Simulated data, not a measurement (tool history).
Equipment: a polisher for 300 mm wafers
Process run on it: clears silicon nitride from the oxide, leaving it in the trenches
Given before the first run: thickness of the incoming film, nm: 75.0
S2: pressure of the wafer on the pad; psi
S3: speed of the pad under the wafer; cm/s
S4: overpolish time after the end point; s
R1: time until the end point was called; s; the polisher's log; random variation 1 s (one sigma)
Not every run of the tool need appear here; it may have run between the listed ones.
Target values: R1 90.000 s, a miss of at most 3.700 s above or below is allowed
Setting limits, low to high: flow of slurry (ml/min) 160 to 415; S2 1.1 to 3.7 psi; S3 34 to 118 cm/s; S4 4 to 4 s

Run 1, hour 0.0: flow of slurry (ml/min) 265, S2 2.4 psi, S3 76 cm/s, S4 4 s. Result: R1 147.180 s.
Run 2, hour 5.0: flow of slurry (ml/min) 265, S2 2.0 psi, S3 76 cm/s, S4 4 s. Result: R1 164.240 s.
Run 3, hour 10.3: flow of slurry (ml/min) 265, S2 1.8 psi, S3 76 cm/s, S4 4 s. Result: R1 173.330 s.
Run 4, hour 17.0: flow of slurry (ml/min) 265, S2 2.2 psi, S3 78 cm/s, S4 4 s. Result: R1 149.870 s.
Run 5, hour 24.1: flow of slurry (ml/min) 265, S2 2.5 psi, S3 80 cm/s, S4 4 s. Result: R1 134.470 s.
Run 6, hour 28.4: flow of slurry (ml/min) 265, S2 2.0 psi, S3 80 cm/s, S4 4 s. Result: R1 154.500 s.
Run 7, hour 30.9: flow of slurry (ml/min) 265, S2 2.3 psi, S3 82 cm/s, S4 4 s. Result: R1 138.180 s.
Run 8, hour 39.6: flow of slurry (ml/min) 265, S2 2.9 psi, S3 86 cm/s, S4 4 s. Result: R1 112.110 s.
Run 9, hour 40.8: flow of slurry (ml/min) 265, S2 3.0 psi, S3 86 cm/s, S4 4 s. Result: R1 108.870 s.
Run 10, hour 49.2: flow of slurry (ml/min) 265, S2 3.1 psi, S3 86 cm/s, S4 4 s. Result: R1 107.390 s.

Exercise: of the 4 proposed moves below, exactly one satisfies all targets within the stated allowed misses. Which move is it?
Run A, hour 57.6: flow of slurry (ml/min) 285, S2 3.4 psi, S3 76 cm/s, S4 4 s. Result: R1 ?.
Run B, hour 57.6: flow of slurry (ml/min) 225, S2 2.7 psi, S3 82 cm/s, S4 4 s. Result: R1 ?.
Run C, hour 57.6: flow of slurry (ml/min) 235, S2 3.5 psi, S3 108 cm/s, S4 4 s. Result: R1 ?.
Run D, hour 57.6: flow of slurry (ml/min) 210, S2 3.0 psi, S3 108 cm/s, S4 4 s. Result: R1 ?.

move       R1
   A  113.150
   B  127.510
   C   80.385
   D   91.371
A: misses by more than the last run did
B: misses by more than the last run did
C: pushes the last run's worst result past its target
D: hits every target within its allowed miss
Go with D: it meets all targets.
